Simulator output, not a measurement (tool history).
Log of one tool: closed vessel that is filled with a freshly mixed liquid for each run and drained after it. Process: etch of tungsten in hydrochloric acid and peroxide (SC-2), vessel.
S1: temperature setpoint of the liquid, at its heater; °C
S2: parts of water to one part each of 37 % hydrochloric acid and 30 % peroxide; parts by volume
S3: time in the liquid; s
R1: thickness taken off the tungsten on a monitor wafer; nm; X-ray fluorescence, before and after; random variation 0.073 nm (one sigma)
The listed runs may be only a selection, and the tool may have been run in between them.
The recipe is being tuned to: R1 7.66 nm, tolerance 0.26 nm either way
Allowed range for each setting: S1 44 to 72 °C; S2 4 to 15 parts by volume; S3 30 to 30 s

{"run": 1, "hour": 0.0, "S1": 60, "S2": 8.5, "S3": 30, "R1": 12.588}
{"run": 2, "hour": 8.0, "S1": 57, "S2": 8.5, "S3": 30, "R1": 10.426}
{"run": 3, "hour": 15.2, "S1": 55.5, "S2": 8.5, "S3": 30, "R1": 9.5846}
{"run": 4, "hour": 20.1, "S1": 51, "S2": 8.5, "S3": 30, "R1": 7.0258}
{"run": 5, "hour": 27.0, "S1": 51, "S2": 5.5, "S3": 30, "R1": 9.8611}
{"run": 6, "hour": 34.9, "S1": 49.5, "S2": 5.5, "S3": 30, "R1": 8.9012}
{"run": 7, "hour": 43.5, "S1": 48.5, "S2": 5.5, "S3": 30, "R1": 8.4664}
{"run": 8, "hour": 49.7, "S1": 48, "S2": 5.5, "S3": 30, "R1": 8.1634}

Next run, 5 choices. One meets every target within its allowed miss, the rest don't. Which?
{"run": "A", "hour": 55.9, "S1": 50.5, "S2": 6, "S3": 30, "R1": "?"}
{"run": "B", "hour": 55.9, "S1": 47, "S2": 5.5, "S3": 30, "R1": "?"}
{"run": "C", "hour": 55.9, "S1": 50, "S2": 6, "S3": 30, "R1": "?"}
{"run": "D", "hour": 55.9, "S1": 51, "S2": 6, "S3": 30, "R1": "?"}
{"run": "E", "hour": 55.9, "S1": 45.5, "S2": 4, "S3": 30, "R1": "?"}

move=A R1=8.9848
move=B R1=7.5753
move=C R1=8.6907
move=D R1=9.288
move=E R1=8.5476
A: lands further from the targets than the last run did
B: every result within its allowed miss
C: lands further from the targets than the last run did
D: lands further from the targets than the last run did
E: lands further from the targets than the last run did
B is the move that brings every result within its allowed miss.

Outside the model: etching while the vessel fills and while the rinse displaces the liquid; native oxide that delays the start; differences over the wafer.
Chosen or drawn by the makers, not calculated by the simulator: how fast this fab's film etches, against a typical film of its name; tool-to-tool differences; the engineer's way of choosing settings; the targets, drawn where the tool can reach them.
